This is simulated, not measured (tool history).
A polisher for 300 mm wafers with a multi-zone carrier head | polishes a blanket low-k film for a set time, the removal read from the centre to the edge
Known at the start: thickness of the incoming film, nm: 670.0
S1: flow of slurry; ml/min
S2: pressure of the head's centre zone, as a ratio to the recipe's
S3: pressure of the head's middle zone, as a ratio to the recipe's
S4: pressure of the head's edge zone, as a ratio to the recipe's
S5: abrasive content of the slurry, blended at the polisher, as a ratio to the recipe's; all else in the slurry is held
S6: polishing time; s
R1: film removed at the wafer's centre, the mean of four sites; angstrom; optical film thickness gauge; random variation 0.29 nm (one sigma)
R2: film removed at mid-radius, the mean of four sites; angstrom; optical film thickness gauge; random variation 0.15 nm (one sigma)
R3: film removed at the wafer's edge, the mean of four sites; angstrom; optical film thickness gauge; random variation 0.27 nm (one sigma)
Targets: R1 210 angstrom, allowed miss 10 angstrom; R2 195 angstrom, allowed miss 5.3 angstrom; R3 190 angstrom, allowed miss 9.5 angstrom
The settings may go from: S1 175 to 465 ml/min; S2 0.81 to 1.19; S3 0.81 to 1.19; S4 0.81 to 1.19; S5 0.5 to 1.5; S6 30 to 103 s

run,hour,S1,S2,S3,S4,S5,S6,R1,R2,R3
1,0,295,1,1,1,1,66,260.12,257.31,271.92
2,1,295,1,1,1.05,1,66,262.09,257.29,274.22
3,3.5,295,1,1,1.05,0.8,66,224.45,217.99,230.18
4,5.4,295,1.07,1,1.05,0.8,66,244.87,223.01,232.09
5,7.2,295,1.07,1,1.04,0.75,66,229.4,215.28,218.45
# hour 15.1: edge zone pressure recalibrated
6,15.1,295,1.07,1.08,1.04,0.75,66,231.66,226.87,217.67
7,18.5,295,1.07,1.07,1.04,0.75,66,230.64,224.13,217.97
8,25.7,295,1.07,1.06,1.04,0.75,66,225.32,220.23,220.41
9,30.9,295,1.08,1.06,1.03,0.75,66,230.67,221.41,213.47
10,38.5,295,1.08,1.05,1.02,0.75,66,231.37,222.6,207.45

Which of these 4 next moves meets every target?
A,46.1,360,1.16,1.08,0.91,0.75,63,?,?,?
B,46.1,225,1.02,0.94,0.81,0.85,60,?,?,?
C,46.1,275,1.07,0.94,1.04,0.85,60,?,?,?
D,46.1,285,1.1,1.1,0.93,0.6,74,?,?,?

move,R1,R2,R3
A,247.13,217.66,197.2
B,218.62,195.97,193.19
C,233.14,198.72,214.39
D,221.5,209.45,188.9
A: nearer than the last run, and not there yet
B: meets every target
C: brings the result that was furthest off to its target, and leaves another outside
D: nearer than the last run, and not there yet
The right move is B.
